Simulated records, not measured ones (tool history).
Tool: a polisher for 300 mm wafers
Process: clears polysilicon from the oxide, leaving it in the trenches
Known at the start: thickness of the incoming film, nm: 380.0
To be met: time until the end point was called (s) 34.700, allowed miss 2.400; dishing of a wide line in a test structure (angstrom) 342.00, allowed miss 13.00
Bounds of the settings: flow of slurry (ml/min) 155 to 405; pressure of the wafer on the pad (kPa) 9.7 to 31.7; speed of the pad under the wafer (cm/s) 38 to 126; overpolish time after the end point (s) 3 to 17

run  hour  flow of slurry (ml/min)  pressure of the wafer on the pad (kPa)  speed of the pad under the wafer (cm/s)  overpolish time after the end point (s)  time until the end point was called (s)  dishing of a wide line in a test structure (angstrom)
  1   0.0                      260                                    20.7                                       82                                        9                                   29.379                                                 410.73
  2   3.5                      260                                    24.8                                       82                                        9                                   24.560                                                 415.54
  3   9.2                      260                                    24.1                                       76                                        7                                   26.648                                                 394.69
  4  16.4                      260                                    24.1                                       94                                        7                                   22.325                                                 411.44
  5  21.5                      260                                    28.3                                       94                                        7                                   18.189                                                 423.25
  6  28.9                      310                                    28.3                                       94                                        7                                   18.859                                                 408.09
  7  37.4                      320                                    24.8                                       90                                        6                                   22.080                                                 396.62
  8  39.9                      345                                    22.8                                       82                                        5                                   25.221                                                 355.56
  9  45.8                      340                                    20.7                                       80                                        5                                   28.509                                                 333.31
 10  50.6                      330                                    20.0                                       78                                        6                                   30.495                                                 362.32

Which of these 4 next moves meets every target?
  A  55.4                      320                                    20.7                                       74                                        7                                        ?                                                      ?
  B  55.4                      310                                    17.2                                       64                                       10                                        ?                                                      ?
  C  55.4                      335                                    16.5                                       82                                        6                                        ?                                                      ?
  D  55.4                      335                                    15.2                                       74                                        7                                        ?                                                      ?

move  time until the end point was called (s)  dishing of a wide line in a test structure (angstrom)
   A                                   30.823                                                 379.75
   B                                   42.407                                                 384.07
   C                                   34.493                                                 344.65
   D                                   41.421                                                 340.45
A: further off than the last run
B: takes the result that was furthest off past its target
C: meets every target
D: takes the result that was furthest off past its target
Answer: C

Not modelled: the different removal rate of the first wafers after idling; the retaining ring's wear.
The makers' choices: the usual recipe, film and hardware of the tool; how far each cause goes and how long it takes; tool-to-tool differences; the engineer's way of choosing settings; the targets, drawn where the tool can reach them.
